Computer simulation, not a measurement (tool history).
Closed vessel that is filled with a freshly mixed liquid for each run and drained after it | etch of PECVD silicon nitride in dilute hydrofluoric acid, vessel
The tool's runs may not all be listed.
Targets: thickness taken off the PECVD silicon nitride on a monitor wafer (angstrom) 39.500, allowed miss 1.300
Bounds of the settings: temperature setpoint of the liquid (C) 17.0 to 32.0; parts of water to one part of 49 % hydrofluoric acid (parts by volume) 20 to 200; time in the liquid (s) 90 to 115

| run | hour | temperature setpoint of the liquid (C) | parts of water to one part of 49 % hydrofluoric acid (parts by volume) | time in the liquid (s) | thickness taken off the PECVD silicon nitride on a monitor wafer (angstrom) |
|---|---|---|---|---|---|
| 1 | 0.0 | 24.0 | 110 | 115 | 25.862 |
| 2 | 3.2 | 27.0 | 110 | 115 | 30.945 |
| 3 | 7.8 | 23.5 | 110 | 115 | 24.819 |
| 4 | 10.0 | 23.5 | 85 | 115 | 32.212 |
| 5 | 18.7 | 21.0 | 85 | 115 | 26.977 |
| 6 | 21.2 | 22.5 | 85 | 115 | 30.161 |
| 7 | 26.8 | 23.5 | 85 | 115 | 31.779 |
| 8 | 28.1 | 24.5 | 85 | 115 | 34.820 |

4 next moves are on the table. One of them brings every result within its allowed miss. Which?
| A | 29.4 | 18.5 | 65 | 105 | ? |
| B | 29.4 | 26.5 | 80 | 90 | ? |
| C | 29.4 | 25.0 | 75 | 115 | ? |
| D | 29.4 | 19.5 | 45 | 115 | ? |

| move | thickness taken off the PECVD silicon nitride on a monitor wafer (angstrom) |
|---|---|
| A | 26.954 |
| B | 32.343 |
| C | 39.919 |
| D | 45.253 |
A: further off than the last run
B: further off than the last run
C: meets every target
D: takes the result that was furthest off past its target
Move C is the one to make.

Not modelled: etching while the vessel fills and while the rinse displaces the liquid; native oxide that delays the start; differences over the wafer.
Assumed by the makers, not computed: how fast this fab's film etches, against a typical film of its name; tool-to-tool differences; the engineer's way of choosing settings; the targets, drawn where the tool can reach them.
